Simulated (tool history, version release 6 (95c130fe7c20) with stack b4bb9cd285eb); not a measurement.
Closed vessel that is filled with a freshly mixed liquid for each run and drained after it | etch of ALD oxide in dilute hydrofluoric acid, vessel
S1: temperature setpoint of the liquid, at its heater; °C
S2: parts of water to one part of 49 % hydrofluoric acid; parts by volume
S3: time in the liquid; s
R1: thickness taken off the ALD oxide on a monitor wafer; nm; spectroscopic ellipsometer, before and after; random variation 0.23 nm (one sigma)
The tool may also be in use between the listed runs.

| run | hour | S1 | S2 | S3 | R1 |
|---|---|---|---|---|---|
| 1 | 0 | 23 | 90 | 100 | 32.477 |
| 2 | 9.2 | 23 | 100 | 100 | 28.833 |
| 3 | 13.9 | 23 | 100 | 100 | 28.794 |
| 4 | 21.5 | 23 | 100 | 105 | 30.116 |
| 5 | 24.2 | 24 | 100 | 105 | 31.66 |
|  | 29.4 | thermometer replaced |
| 6 | 29.4 | 24 | 100 | 105 | 34.623 |

The next listed run, before its measurement:
| 7 | 31.5 | 28 | 95 | 105 | ? |

{"run 7": {"R1": 42.806}}
